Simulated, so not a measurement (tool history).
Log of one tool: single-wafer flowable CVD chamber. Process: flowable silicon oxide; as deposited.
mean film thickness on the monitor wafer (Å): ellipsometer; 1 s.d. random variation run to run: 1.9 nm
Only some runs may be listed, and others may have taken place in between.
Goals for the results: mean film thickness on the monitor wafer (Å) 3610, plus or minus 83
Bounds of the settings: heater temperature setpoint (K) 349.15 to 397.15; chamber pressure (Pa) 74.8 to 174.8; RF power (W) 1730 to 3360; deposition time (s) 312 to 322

| run | hour | heater temperature setpoint (K) | chamber pressure (Pa) | RF power (W) | deposition time (s) | mean film thickness on the monitor wafer (Å) |
|---|---|---|---|---|---|---|
| 1 | 0 | 373.15 | 124.8 | 2545 | 312 | 2072.4 |
| 2 | 8.2 | 368.15 | 124.9 | 2545 | 312 | 2512.3 |
| 3 | 14.9 | 365.15 | 125.1 | 2545 | 312 | 2814.7 |
| 4 | 19.9 | 363.15 | 125.1 | 2545 | 312 | 3050.7 |
| 5 | 22.6 | 373.15 | 125.1 | 2545 | 312 | 2084.2 |
| 6 | 23.9 | 369.15 | 125.2 | 2545 | 312 | 2419.4 |
| 7 | 27.9 | 366.15 | 125.3 | 2545 | 312 | 2710.4 |
| 8 | 34.5 | 364.15 | 125.3 | 2545 | 312 | 2939.4 |
| 9 | 43.3 | 362.15 | 125.3 | 2545 | 312 | 3149.7 |
| 10 | 50.1 | 361.15 | 125.3 | 2545 | 312 | 3213.6 |
| 11 | 51 | 357.15 | 125.5 | 2545 | 312 | 3743.4 |

Pick the move, out of 4, that brings all results within their allowed miss; only one does.
| A | 51.9 | 357.15 | 131.7 | 2745 | 317 | ? |
| B | 51.9 | 355.15 | 104.8 | 2455 | 318 | ? |
| C | 51.9 | 358.15 | 115.2 | 2350 | 322 | ? |
| D | 51.9 | 357.15 | 121.6 | 2480 | 312 | ? |

| move | mean film thickness on the monitor wafer (Å) |
|---|---|
| A | 4031.9 |
| B | 3418.6 |
| C | 3415.7 |
| D | 3632.9 |
A: lands further from the targets than the last run did
B: the result that was furthest off in the last run now lies on the other side of its target
C: the result that was furthest off in the last run now lies on the other side of its target
D: every result lands within tolerance
Move D is the one to make.
